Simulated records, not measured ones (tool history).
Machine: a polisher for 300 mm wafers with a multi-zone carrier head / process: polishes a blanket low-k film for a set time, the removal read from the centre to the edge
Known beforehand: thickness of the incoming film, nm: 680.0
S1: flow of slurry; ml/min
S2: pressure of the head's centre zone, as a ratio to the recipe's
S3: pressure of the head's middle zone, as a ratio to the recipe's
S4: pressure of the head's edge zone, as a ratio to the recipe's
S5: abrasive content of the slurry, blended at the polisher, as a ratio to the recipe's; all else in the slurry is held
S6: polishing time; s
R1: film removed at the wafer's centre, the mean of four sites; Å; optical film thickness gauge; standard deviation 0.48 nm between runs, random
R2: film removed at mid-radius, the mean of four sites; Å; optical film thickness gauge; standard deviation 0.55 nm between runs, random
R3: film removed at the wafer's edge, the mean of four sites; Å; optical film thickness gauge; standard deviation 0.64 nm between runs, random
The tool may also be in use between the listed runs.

run 1 hour=0.0 | S1=160 S2=1.00 S3=1.00 S4=1.00 S5=1.00 S6=85 | R1=458.04 R2=449.15 R3=451.07
run 2 hour=1.2 | S1=160 S2=1.00 S3=1.00 S4=1.00 S5=1.00 S6=71 | R1=381.18 R2=372.53 R3=376.45
run 3 hour=4.4 | S1=160 S2=1.00 S3=1.00 S4=1.05 S5=1.00 S6=71 | R1=383.71 R2=372.66 R3=379.06
run 4 hour=10.0 | S1=160 S2=0.99 S3=1.00 S4=1.06 S5=1.05 S6=73 | R1=394.62 R2=394.69 R3=403.41
run 5 hour=13.8 | S1=160 S2=0.99 S3=1.00 S4=1.07 S5=1.10 S6=75 | R1=414.98 R2=406.26 R3=421.16
run 6 hour=17.6 | S1=160 S2=0.95 S3=1.00 S4=1.07 S5=1.10 S6=75 | R1=401.11 R2=410.47 R3=422.98

What will run 7 give?
run 7 hour=24.4 | S1=160 S2=0.95 S3=1.00 S4=1.08 S5=1.15 S6=77 | R1=? R2=? R3=?

Run 7 gave R1 415.03 Å, R2 423.12 Å, R3 435.38 Å.

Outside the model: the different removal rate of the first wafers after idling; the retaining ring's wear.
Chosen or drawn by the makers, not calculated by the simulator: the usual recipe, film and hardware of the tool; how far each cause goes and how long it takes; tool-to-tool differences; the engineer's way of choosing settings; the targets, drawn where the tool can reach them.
